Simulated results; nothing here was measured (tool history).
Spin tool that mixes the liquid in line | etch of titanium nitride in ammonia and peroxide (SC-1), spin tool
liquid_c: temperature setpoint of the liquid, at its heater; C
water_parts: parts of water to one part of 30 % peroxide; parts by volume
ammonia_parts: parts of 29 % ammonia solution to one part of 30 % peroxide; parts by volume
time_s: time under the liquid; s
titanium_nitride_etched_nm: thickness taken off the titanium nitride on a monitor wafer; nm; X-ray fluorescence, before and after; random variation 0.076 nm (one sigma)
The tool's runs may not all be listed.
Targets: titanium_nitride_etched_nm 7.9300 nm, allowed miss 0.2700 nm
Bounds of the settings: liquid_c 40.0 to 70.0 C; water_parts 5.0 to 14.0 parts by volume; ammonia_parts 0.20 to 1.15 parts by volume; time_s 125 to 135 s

{"run": 1, "hour": 0.0, "liquid_c": 56.0, "water_parts": 7.5, "ammonia_parts": 0.65, "time_s": 125, "titanium_nitride_etched_nm": 12.978}
{"run": 2, "hour": 3.0, "liquid_c": 62.0, "water_parts": 7.5, "ammonia_parts": 0.65, "time_s": 125, "titanium_nitride_etched_nm": 19.522}
{"run": 3, "hour": 8.6, "liquid_c": 60.0, "water_parts": 7.5, "ammonia_parts": 0.65, "time_s": 125, "titanium_nitride_etched_nm": 16.773}
{"run": 4, "hour": 13.2, "liquid_c": 58.5, "water_parts": 7.5, "ammonia_parts": 0.65, "time_s": 125, "titanium_nitride_etched_nm": 15.409}
{"run": 5, "hour": 20.6, "liquid_c": 57.0, "water_parts": 7.5, "ammonia_parts": 0.65, "time_s": 125, "titanium_nitride_etched_nm": 14.125}
{"run": 6, "hour": 22.2, "liquid_c": 55.5, "water_parts": 7.5, "ammonia_parts": 0.65, "time_s": 125, "titanium_nitride_etched_nm": 12.587}
{"run": 7, "hour": 30.9, "liquid_c": 54.5, "water_parts": 7.5, "ammonia_parts": 0.65, "time_s": 125, "titanium_nitride_etched_nm": 11.975}
{"run": 8, "hour": 31.6, "liquid_c": 53.5, "water_parts": 7.5, "ammonia_parts": 0.65, "time_s": 125, "titanium_nitride_etched_nm": 11.185}
{"run": 9, "hour": 37.8, "liquid_c": 52.5, "water_parts": 7.5, "ammonia_parts": 0.65, "time_s": 125, "titanium_nitride_etched_nm": 10.206}
{"run": 10, "hour": 41.9, "liquid_c": 52.0, "water_parts": 7.5, "ammonia_parts": 0.65, "time_s": 125, "titanium_nitride_etched_nm": 9.6997}
{"run": 11, "hour": 50.9, "liquid_c": 51.5, "water_parts": 7.5, "ammonia_parts": 0.65, "time_s": 125, "titanium_nitride_etched_nm": 9.5177}
{"run": 12, "hour": 59.4, "liquid_c": 51.0, "water_parts": 7.5, "ammonia_parts": 0.65, "time_s": 125, "titanium_nitride_etched_nm": 9.2098}
{"run": 13, "hour": 64.0, "liquid_c": 50.5, "water_parts": 7.5, "ammonia_parts": 0.65, "time_s": 125, "titanium_nitride_etched_nm": 8.8791}
{"run": 14, "hour": 71.4, "liquid_c": 49.5, "water_parts": 7.5, "ammonia_parts": 0.65, "time_s": 125, "titanium_nitride_etched_nm": 8.3398}

4 next moves are on the table. One of them brings every result within its allowed miss. Which?
{"run": "A", "hour": 78.8, "liquid_c": 48.5, "water_parts": 7.0, "ammonia_parts": 0.65, "time_s": 135, "titanium_nitride_etched_nm": "?"}
{"run": "B", "hour": 78.8, "liquid_c": 49.5, "water_parts": 7.5, "ammonia_parts": 0.7, "time_s": 125, "titanium_nitride_etched_nm": "?"}
{"run": "C", "hour": 78.8, "liquid_c": 46.0, "water_parts": 5.5, "ammonia_parts": 0.6, "time_s": 125, "titanium_nitride_etched_nm": "?"}
{"run": "D", "hour": 78.8, "liquid_c": 48.0, "water_parts": 7.0, "ammonia_parts": 0.75, "time_s": 125, "titanium_nitride_etched_nm": "?"}

move=A titanium_nitride_etched_nm=8.6164
move=B titanium_nitride_etched_nm=8.3700
move=C titanium_nitride_etched_nm=7.4037
move=D titanium_nitride_etched_nm=7.8712
A: further off than the last run
B: further off than the last run
C: takes the result that was furthest off past its target
D: meets every target
Move D is the one to make.
